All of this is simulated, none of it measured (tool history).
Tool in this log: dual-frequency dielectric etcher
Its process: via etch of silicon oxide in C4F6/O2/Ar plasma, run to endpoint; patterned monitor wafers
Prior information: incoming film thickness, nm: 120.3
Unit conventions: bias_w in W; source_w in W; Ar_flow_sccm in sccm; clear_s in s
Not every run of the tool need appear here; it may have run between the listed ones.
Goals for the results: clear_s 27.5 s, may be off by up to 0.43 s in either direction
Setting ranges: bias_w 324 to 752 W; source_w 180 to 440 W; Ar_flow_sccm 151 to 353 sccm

Run 1, day 0: bias_w 538 W, source_w 310 W, Ar_flow_sccm 252 sccm. Result: clear_s 29.878 s.
Run 2, day 0.083: bias_w 567 W, source_w 310 W, Ar_flow_sccm 252 sccm. Result: clear_s 29.512 s.
Run 3, day 0.221: bias_w 596 W, source_w 310 W, Ar_flow_sccm 252 sccm. Result: clear_s 29.215 s.
Run 4, day 0.546: bias_w 520 W, source_w 310 W, Ar_flow_sccm 252 sccm. Result: clear_s 30.259 s.
Run 5, day 0.904: bias_w 436 W, source_w 310 W, Ar_flow_sccm 252 sccm. Result: clear_s 31.39 s.
Run 6, day 0.975: bias_w 436 W, source_w 260 W, Ar_flow_sccm 252 sccm. Result: clear_s 32.865 s.
Run 7, day 1.154: bias_w 507 W, source_w 280 W, Ar_flow_sccm 249 sccm. Result: clear_s 31.118 s.
Run 8, day 1.242: bias_w 614 W, source_w 310 W, Ar_flow_sccm 245 sccm. Result: clear_s 28.781 s.
Run 9, day 1.442: bias_w 635 W, source_w 310 W, Ar_flow_sccm 245 sccm. Result: clear_s 28.621 s.
Run 10, day 1.658: bias_w 654 W, source_w 310 W, Ar_flow_sccm 245 sccm. Result: clear_s 28.362 s.
Run 11, day 1.808: bias_w 669 W, source_w 310 W, Ar_flow_sccm 245 sccm. Result: clear_s 28.103 s.

Which single option among these 5 for the next run brings every result within its allowed miss of target? Just one does.
Run A, day 1.958: bias_w 626 W, source_w 280 W, Ar_flow_sccm 229 sccm. Result: clear_s ?.
Run B, day 1.958: bias_w 627 W, source_w 310 W, Ar_flow_sccm 239 sccm. Result: clear_s ?.
Run C, day 1.958: bias_w 628 W, source_w 340 W, Ar_flow_sccm 286 sccm. Result: clear_s ?.
Run D, day 1.958: bias_w 710 W, source_w 310 W, Ar_flow_sccm 241 sccm. Result: clear_s ?.
Run E, day 1.958: bias_w 667 W, source_w 290 W, Ar_flow_sccm 268 sccm. Result: clear_s ?.

move  clear_s
   A   29.307
   B   28.637
   C   28.523
   D   27.734
   E   29.119
A: moves away from the targets compared with the last run
B: moves away from the targets compared with the last run
C: moves away from the targets compared with the last run
D: meets every target
E: moves away from the targets compared with the last run
Move D is the one to make.
